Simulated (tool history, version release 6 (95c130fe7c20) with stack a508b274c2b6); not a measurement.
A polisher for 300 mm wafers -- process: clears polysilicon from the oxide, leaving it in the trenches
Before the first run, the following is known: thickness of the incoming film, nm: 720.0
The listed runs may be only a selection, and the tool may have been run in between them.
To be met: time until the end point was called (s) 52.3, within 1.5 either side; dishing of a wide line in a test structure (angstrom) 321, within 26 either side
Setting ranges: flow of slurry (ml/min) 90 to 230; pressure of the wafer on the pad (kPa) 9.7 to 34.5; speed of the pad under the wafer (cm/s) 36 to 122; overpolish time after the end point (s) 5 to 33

run,hour,flow of slurry (ml/min),pressure of the wafer on the pad (kPa),speed of the pad under the wafer (cm/s),overpolish time after the end point (s),time until the end point was called (s),dishing of a wide line in a test structure (angstrom)
1,0,150,22.1,78,17,62.282,405.78
2,3,150,20,78,17,68.991,426.92
3,8.3,160,22.8,72,13,64.755,406.27
4,12.3,145,25.5,68,10,62.31,388.57
5,19.3,145,25.5,88,10,48.663,408.22
6,24.1,145,25.5,88,16,48.658,445.53
7,28.9,145,25.5,86,13,48.897,391.65
8,33.5,120,23.4,86,5,55.407,319.88
9,40.2,120,24.1,86,5,54.345,307.2
10,43.3,135,24.8,88,13,50.432,419.02
11,51.5,120,24.8,90,10,50.365,397.86

Below are 5 possible settings for the next run. Only one of them brings all results inside the allowed miss of their targets. Which is it?
A,59.7,155,24.8,90,5,?,?
B,59.7,175,27.6,82,5,?,?
C,59.7,120,25.5,90,6,?,?
D,59.7,115,26.2,82,5,?,?
E,59.7,125,23.4,92,8,?,?

move,time until the end point was called (s),dishing of a wide line in a test structure (angstrom)
A,47.937,345.05
B,46.506,349.43
C,48.637,368.25
D,52.219,332.33
E,51.338,395.49
A: meets the target for the result that was furthest off, but another lies outside its allowed miss
B: lands further from the targets than the last run did
C: nearer the targets than the last run, but a result is still out of spec
D: every result within its allowed miss
E: about the same distance from the targets as the last run
D is the move that brings every result within its allowed miss.
